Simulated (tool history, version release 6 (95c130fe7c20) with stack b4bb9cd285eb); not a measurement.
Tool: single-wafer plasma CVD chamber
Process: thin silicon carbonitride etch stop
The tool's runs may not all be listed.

| run | hour | RF power (kW) | deposition time (s) | mean film thickness on the monitor wafer (Å) |
|---|---|---|---|---|
| 1 | 0.0 | 0.240 | 9.40 | 57.101 |
| 2 | 0.7 | 0.245 | 9.53 | 58.315 |
| 3 | 2.3 | 0.250 | 9.64 | 58.948 |
| 4 | 10.6 | 0.255 | 9.78 | 60.198 |
| 5 | 16.3 | 0.260 | 9.90 | 60.312 |
| 6 | 23.8 | 0.260 | 8.77 | 53.694 |
| 7 | 24.7 | 0.300 | 10.27 | 64.792 |
| 8 | 33.4 | 0.300 | 10.34 | 65.363 |
| 9 | 36.0 | 0.300 | 10.40 | 66.555 |
| 10 | 38.7 | 0.300 | 10.44 | 65.702 |

Expected results for the next run?
| 11 | 44.1 | 0.300 | 10.50 | ? |

{"run 11": {"mean film thickness on the monitor wafer (Å)": 66.48}}
